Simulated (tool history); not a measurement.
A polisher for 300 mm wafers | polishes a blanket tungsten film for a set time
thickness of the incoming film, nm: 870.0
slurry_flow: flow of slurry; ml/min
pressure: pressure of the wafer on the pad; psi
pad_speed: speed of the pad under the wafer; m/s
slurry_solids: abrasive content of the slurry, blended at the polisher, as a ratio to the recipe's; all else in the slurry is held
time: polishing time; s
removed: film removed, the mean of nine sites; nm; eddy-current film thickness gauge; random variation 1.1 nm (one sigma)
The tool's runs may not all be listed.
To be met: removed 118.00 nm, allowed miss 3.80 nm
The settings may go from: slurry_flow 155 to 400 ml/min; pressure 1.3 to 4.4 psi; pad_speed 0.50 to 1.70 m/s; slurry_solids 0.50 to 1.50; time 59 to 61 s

run    day  slurry_flow  pressure  pad_speed  slurry_solids  time  removed
  1  0.000          255       2.8       1.10           1.00    59   205.46
  2  0.142          255       2.5       1.10           1.00    59   183.33
  3  0.217          310       2.5       1.10           1.00    59   191.40
  4  0.246          300       2.3       1.10           1.00    59   172.80
  5  0.525          295       2.1       1.10           1.00    59   158.08
  6  0.571          285       2.0       1.10           1.00    59   149.75
  7  0.692          275       1.9       1.10           1.00    59   140.41
  8  0.846          260       1.9       1.10           1.00    59   141.62
  9  1.175          255       1.8       1.10           1.00    59   134.70

Which of these 5 next moves meets every target?
  A  1.504          260       2.3       1.02           1.00    59        ?
  B  1.504          275       1.7       1.00           0.90    61        ?
  C  1.504          280       1.6       1.14           1.05    61        ?
  D  1.504          225       2.0       1.08           1.00    59        ?
  E  1.504          295       2.0       1.20           1.00    61        ?

move  removed
   A   156.40
   B   116.56
   C   129.79
   D   142.00
   E   167.71
A: further off than the last run
B: meets every target
C: nearer than the last run, and not there yet
D: further off than the last run
E: further off than the last run
The right move is B.
